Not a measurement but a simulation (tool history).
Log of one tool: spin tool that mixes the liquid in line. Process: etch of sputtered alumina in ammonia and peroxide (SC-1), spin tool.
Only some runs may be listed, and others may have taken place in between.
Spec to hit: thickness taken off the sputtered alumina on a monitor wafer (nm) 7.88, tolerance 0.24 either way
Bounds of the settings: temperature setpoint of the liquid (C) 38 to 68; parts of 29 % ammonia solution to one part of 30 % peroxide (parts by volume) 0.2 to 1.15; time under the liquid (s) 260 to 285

run  hour  temperature setpoint of the liquid (C)  parts of 29 % ammonia solution to one part of 30 % peroxide (parts by volume)  time under the liquid (s)  thickness taken off the sputtered alumina on a monitor wafer (nm)
  1     0                                      52                                                                           0.65                        260                                                             15.558
  2   1.8                                    50.5                                                                           0.65                        260                                                             14.401
  3   9.4                                      49                                                                           0.65                        260                                                              13.23
  4  11.3                                    54.5                                                                           0.65                        260                                                             17.889
  5  17.6                                      50                                                                           0.65                        260                                                             14.001
  6    26                                    48.5                                                                           0.65                        260                                                             12.814
  7  31.8                                    47.5                                                                           0.65                        260                                                             12.094
  8  39.8                                    46.5                                                                           0.65                        260                                                             11.333
  9    43                                    45.5                                                                           0.65                        260                                                             10.777
 10    49                                      45                                                                           0.65                        260                                                             10.479
 11    53                                    44.5                                                                           0.65                        260                                                             10.407
     58.1  -- new drum of ammonia solution connected
 12  58.1                                      44                                                                           0.65                        260                                                             10.012
 13    59                                    43.5                                                                           0.65                        260                                                             9.7686
 14  62.9                                      43                                                                           0.65                        260                                                             9.4786
 15  68.6                                    42.5                                                                           0.65                        260                                                             9.2523
 16  76.1                                    42.5                                                                           0.65                        260                                                             9.2144
 17  78.2                                      42                                                                           0.65                        260                                                             8.9703
 18  81.4                                      42                                                                           0.65                        260                                                             9.0619
 19  88.5                                    41.5                                                                           0.65                        260                                                             8.7507
 20  95.8                                    40.5                                                                           0.65                        260                                                             8.2376

Below are 5 possible settings for the next run. Only one of them brings all results inside the allowed miss of their targets. Which is it?
  A  103.1                                      38                                                                           0.85                        285                                                                  ?
  B  103.1                                      40                                                                            0.6                        280                                                                  ?
  C  103.1                                      38                                                                              1                        260                                                                  ?
  D  103.1                                      41                                                                           0.55                        270                                                                  ?
  E  103.1                                    40.5                                                                            0.8                        260                                                                  ?

move  thickness taken off the sputtered alumina on a monitor wafer (nm)
   A                                                             7.9523
   B                                                             8.5101
   C                                                             7.3688
   D                                                             8.6311
   E                                                             8.3657
A: in spec on every target
B: moves away from the targets compared with the last run
C: carries the result that was furthest off beyond its target, to the other side
D: moves away from the targets compared with the last run
E: moves away from the targets compared with the last run
Go with A: it meets all targets.
